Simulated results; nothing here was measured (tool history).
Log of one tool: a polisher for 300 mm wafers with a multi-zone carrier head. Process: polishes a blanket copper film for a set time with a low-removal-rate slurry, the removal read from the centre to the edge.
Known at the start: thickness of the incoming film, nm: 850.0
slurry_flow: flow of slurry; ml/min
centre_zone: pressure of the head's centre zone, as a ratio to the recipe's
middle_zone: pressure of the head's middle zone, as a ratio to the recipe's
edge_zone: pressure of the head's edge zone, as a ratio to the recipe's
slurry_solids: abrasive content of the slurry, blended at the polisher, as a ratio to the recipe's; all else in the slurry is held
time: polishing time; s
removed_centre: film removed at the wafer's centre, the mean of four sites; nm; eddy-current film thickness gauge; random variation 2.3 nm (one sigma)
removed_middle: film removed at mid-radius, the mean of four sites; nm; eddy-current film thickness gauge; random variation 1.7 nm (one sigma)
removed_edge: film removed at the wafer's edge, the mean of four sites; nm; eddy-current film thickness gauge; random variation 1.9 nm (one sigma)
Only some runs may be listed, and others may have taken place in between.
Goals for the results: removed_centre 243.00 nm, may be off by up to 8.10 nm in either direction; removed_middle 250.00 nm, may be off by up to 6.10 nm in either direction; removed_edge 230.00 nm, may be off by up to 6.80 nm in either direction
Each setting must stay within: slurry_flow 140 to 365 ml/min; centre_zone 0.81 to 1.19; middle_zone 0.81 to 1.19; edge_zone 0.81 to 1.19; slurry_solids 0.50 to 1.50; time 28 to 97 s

run	hour	slurry_flow	centre_zone	middle_zone	edge_zone	slurry_solids	time	removed_centre	removed_middle	removed_edge
1	0.0	235	1.00	1.00	1.00	1.00	62	179.39	182.90	181.97
2	2.6	235	1.06	1.00	1.00	1.00	62	196.35	183.15	179.46
3	4.9	235	1.12	1.00	1.00	1.00	62	205.75	182.88	181.29
4	9.7	235	1.12	1.00	0.97	1.00	62	203.89	182.47	177.91
5	10.4	240	1.11	1.02	0.99	1.05	62	206.21	189.76	179.77
6	14.4	210	1.11	1.02	0.99	1.05	62	201.54	185.50	179.54
7	20.7	210	1.11	1.03	1.01	1.10	63	209.14	192.42	185.58
8	26.5	210	1.10	1.04	1.03	1.15	64	208.81	198.95	192.60
9	32.8	215	1.10	1.05	1.05	1.20	64	212.66	201.91	197.37
10	37.1	280	1.10	1.15	1.15	1.45	66	238.93	241.10	225.99

Of the 4 settings listed for the next run, only one would bring every result within its allowed miss of target. Which one?
A	41.4	335	1.11	1.07	1.09	1.35	67	?	?	?
B	41.4	310	1.06	1.10	1.05	1.35	72	?	?	?
C	41.4	285	1.02	1.09	1.11	1.40	69	?	?	?
D	41.4	210	0.98	1.01	1.19	1.30	76	?	?	?

move	removed_centre	removed_middle	removed_edge
A	240.69	230.39	222.70
B	245.29	252.02	233.70
C	226.10	239.84	230.86
D	227.93	236.86	254.21
A: misses by more than the last run did
B: every result lands within tolerance
C: misses by more than the last run did
D: misses by more than the last run did
Go with B: it meets all targets.
